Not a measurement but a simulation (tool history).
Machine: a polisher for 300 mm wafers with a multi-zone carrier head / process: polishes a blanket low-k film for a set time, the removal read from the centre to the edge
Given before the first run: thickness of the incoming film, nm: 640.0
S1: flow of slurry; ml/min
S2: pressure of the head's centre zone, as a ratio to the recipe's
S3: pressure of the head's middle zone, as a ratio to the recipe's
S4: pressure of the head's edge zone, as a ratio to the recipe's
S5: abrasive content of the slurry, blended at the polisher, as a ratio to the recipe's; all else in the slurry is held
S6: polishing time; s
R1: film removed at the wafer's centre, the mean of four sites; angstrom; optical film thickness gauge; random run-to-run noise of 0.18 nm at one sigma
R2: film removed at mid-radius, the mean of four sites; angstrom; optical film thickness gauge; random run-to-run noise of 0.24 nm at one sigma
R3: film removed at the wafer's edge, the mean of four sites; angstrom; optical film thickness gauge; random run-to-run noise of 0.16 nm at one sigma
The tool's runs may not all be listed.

run 1 hour=0 | S1=275 S2=1 S3=1 S4=1 S5=1 S6=44 | R1=197.05 R2=201.34 R3=201.53
run 2 hour=7.1 | S1=270 S2=0.95 S3=1.01 S4=0.97 S5=0.95 S6=44 | R1=189.31 R2=200.49 R3=194.24
run 3 hour=9.6 | S1=270 S2=0.95 S3=1.01 S4=0.97 S5=0.95 S6=49 | R1=204.3 R2=221.38 R3=216.84
run 4 hour=15.6 | S1=260 S2=0.91 S3=1.02 S4=0.96 S5=0.85 S6=49 | R1=186.9 R2=216.27 R3=207.77
run 5 hour=19.1 | S1=325 S2=0.91 S3=1.02 S4=0.96 S5=0.85 S6=49 | R1=192.92 R2=219.27 R3=211.07
run 6 hour=25.1 | S1=370 S2=0.91 S3=1.02 S4=0.96 S5=0.85 S6=49 | R1=194.98 R2=225.54 R3=212.06
run 7 hour=27.5 | S1=365 S2=0.88 S3=1.01 S4=0.94 S5=0.75 S6=49 | R1=176.18 R2=209.47 R3=198.82

What will run 8 give?
run 8 hour=35.1 | S1=365 S2=0.86 S3=1 S4=0.91 S5=0.75 S6=49 | R1=? R2=? R3=?

{"run 8": {"R1": 175.65, "R2": 207.12, "R3": 196.32}}
